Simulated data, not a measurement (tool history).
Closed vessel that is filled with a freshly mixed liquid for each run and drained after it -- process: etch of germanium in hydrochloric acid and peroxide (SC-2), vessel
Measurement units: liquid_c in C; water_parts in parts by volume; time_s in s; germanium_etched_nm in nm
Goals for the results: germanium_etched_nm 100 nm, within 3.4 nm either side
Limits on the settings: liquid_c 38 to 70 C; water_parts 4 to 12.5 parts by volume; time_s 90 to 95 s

run  hour  liquid_c  water_parts  time_s  germanium_etched_nm
  1     0        54            7      90               139.32
  2   4.6        54            7      90               137.77
  3   6.4        51            7      90               126.34
  4   7.2        51            7      95                130.8
  5  11.4        49            7      95               124.76
  6  16.1        46            7      95               113.75
  7  20.5        45            7      95               110.34
  8  29.5        44            7      95               105.58

Which single option among these 4 for the next run brings every result within its allowed miss of target? Just one does.
  A  38.5      47.5            6      90                    ?
  B  38.5      43.5            6      90                    ?
  C  38.5        45            4      95                    ?
  D  38.5        47          9.5      90                    ?

move  germanium_etched_nm
   A               113.54
   B               99.492
   C               111.25
   D               108.71
A: its largest miss is bigger than the last run's
B: in spec on every target
C: its largest miss is bigger than the last run's
D: its largest miss is bigger than the last run's
B meets every target.
